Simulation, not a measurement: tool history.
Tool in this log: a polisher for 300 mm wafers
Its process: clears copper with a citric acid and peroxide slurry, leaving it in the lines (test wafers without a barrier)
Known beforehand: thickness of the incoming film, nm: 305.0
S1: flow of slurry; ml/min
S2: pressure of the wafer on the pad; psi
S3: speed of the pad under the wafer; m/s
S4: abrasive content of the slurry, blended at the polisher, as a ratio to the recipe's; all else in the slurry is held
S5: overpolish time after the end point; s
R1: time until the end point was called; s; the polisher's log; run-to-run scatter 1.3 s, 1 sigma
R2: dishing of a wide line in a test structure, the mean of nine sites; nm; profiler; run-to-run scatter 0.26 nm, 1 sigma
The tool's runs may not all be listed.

run 1 hour=0 | S1=120 S2=3.1 S3=1.08 S4=1 S5=13 | R1=90.479 R2=25.048
run 2 hour=1.4 | S1=115 S2=2.9 S3=1.08 S4=1 S5=13 | R1=98.722 R2=23.123
run 3 hour=8.2 | S1=130 S2=2.9 S3=1.08 S4=1 S5=13 | R1=96.057 R2=23.247
run 4 hour=10.2 | S1=130 S2=2.9 S3=1.24 S4=1 S5=13 | R1=85.489 R2=25.593
run 5 hour=12 | S1=130 S2=3.4 S3=1.24 S4=1 S5=13 | R1=71.763 R2=30.385
run 6 hour=17.3 | S1=130 S2=3 S3=1.24 S4=1 S5=13 | R1=83.474 R2=26.502
run 7 hour=21.4 | S1=125 S2=2.7 S3=1.24 S4=1 S5=13 | R1=90.789 R2=23.892

Forecast run 8:
run 8 hour=30.1 | S1=125 S2=2.5 S3=1.22 S4=1 S5=13 | R1=? R2=?

Run 8 came out at R1 101.78 s, R2 22.213 nm.
